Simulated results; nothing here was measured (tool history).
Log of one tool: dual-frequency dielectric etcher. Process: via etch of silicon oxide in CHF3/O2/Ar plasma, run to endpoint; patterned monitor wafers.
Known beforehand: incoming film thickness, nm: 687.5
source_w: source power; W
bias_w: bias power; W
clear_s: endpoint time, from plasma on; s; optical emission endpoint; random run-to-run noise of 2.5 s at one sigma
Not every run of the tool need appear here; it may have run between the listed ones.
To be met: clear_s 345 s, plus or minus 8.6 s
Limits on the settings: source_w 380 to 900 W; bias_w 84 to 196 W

run	day	source_w	bias_w	clear_s
1	0	640	140	382.53
2	0.246	640	119	402.6
3	0.312	670	121	393.73
4	0.35	670	106	407.47
5	0.596	700	109	397.49
6	0.958	700	127	384.82
7	1.017	720	130	371.67
8	1.083	730	131	369.86
9	1.242	740	132	362.13
10	1.458	750	132	365.42
11	1.608	760	133	357.71
12	1.742	770	133	359.79
13	1.825	780	134	359.01
14	2.021	790	135	349.72

Which of these 5 next moves meets every target?
A	2.217	760	135	?
B	2.217	840	112	?
C	2.217	890	122	?
D	2.217	720	141	?
E	2.217	770	131	?

move	clear_s
A	358.77
B	361.88
C	344.67
D	362.72
E	359.83
A: its largest miss is bigger than the last run's
B: its largest miss is bigger than the last run's
C: hits every target within its allowed miss
D: its largest miss is bigger than the last run's
E: its largest miss is bigger than the last run's
Correct choice: C, which meets every target

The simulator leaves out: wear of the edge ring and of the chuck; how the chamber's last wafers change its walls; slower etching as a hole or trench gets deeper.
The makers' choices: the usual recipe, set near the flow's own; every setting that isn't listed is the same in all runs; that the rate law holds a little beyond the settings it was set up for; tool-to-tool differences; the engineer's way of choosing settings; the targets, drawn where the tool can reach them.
